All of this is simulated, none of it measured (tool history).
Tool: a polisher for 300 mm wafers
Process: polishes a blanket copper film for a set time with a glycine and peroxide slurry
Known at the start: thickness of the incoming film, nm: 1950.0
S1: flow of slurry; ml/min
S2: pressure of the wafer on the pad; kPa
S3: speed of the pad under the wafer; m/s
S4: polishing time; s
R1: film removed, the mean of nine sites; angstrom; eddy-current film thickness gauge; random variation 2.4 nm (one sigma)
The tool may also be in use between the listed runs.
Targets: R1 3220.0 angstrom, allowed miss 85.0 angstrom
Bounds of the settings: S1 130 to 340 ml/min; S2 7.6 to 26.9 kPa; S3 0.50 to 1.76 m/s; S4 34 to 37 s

run,hour,S1,S2,S3,S4,R1
1,0.0,220,17.2,1.12,37,2195.9
2,0.5,225,17.9,1.12,37,2280.6
3,2.0,230,18.6,1.12,37,2318.0
4,5.9,230,19.3,1.12,37,2399.8
5,12.0,230,19.3,0.96,37,2118.8
6,13.6,230,22.8,0.96,37,2338.3
7,17.5,235,23.4,0.98,37,2435.8
8,24.9,235,24.1,1.00,37,2534.1
9,31.9,235,24.1,1.00,37,2555.3
10,40.3,240,24.8,1.02,37,2663.6
11,46.1,245,24.8,1.04,37,2715.6
12,53.8,250,24.8,1.06,37,2774.4
13,55.4,255,24.8,1.06,37,2760.5
14,64.3,255,24.8,1.08,37,2802.8
15,70.1,255,24.8,1.10,37,2859.7
16,74.2,265,26.2,1.14,37,3057.6

4 next moves are on the table. One of them brings every result within its allowed miss. Which?
A,78.3,280,26.9,1.16,37,?
B,78.3,260,26.9,1.00,37,?
C,78.3,265,25.5,1.10,37,?
D,78.3,270,26.2,1.26,34,?

move,R1
A,3172.6
B,2782.4
C,2899.1
D,3056.6
A: meets every target
B: further off than the last run
C: further off than the last run
D: as far off as the last run
The right move is A.
